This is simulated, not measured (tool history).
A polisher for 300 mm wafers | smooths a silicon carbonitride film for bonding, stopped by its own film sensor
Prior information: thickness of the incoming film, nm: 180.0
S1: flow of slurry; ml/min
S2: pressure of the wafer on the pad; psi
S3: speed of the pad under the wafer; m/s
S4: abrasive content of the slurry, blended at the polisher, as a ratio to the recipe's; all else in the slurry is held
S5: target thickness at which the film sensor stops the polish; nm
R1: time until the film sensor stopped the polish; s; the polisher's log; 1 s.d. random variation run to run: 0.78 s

Run 1, hour 0: S1 210 ml/min, S2 2.1 psi, S3 1.12 m/s, S4 1, S5 159 nm. Result: R1 72.025 s.
Run 2, hour 2.6: S1 210 ml/min, S2 2.1 psi, S3 1.12 m/s, S4 1, S5 159 nm. Result: R1 75.186 s.
Run 3, hour 3.7: S1 210 ml/min, S2 2.1 psi, S3 1.12 m/s, S4 1, S5 161 nm. Result: R1 65.835 s.
Run 4, hour 12.2: S1 210 ml/min, S2 1.7 psi, S3 1.12 m/s, S4 1, S5 161 nm. Result: R1 77.062 s.
Run 5, hour 13.3: S1 210 ml/min, S2 1.9 psi, S3 1.14 m/s, S4 1, S5 161 nm. Result: R1 69.593 s.
Run 6, hour 18.4: S1 210 ml/min, S2 2.1 psi, S3 1.16 m/s, S4 1, S5 161 nm. Result: R1 64.104 s.

Run 7 comes next. What will it give?
Run 7, hour 23.9: S1 210 ml/min, S2 2.2 psi, S3 1.16 m/s, S4 1, S5 161 nm. Result: R1 ?.

Run 7 came out at R1 64.603 s.
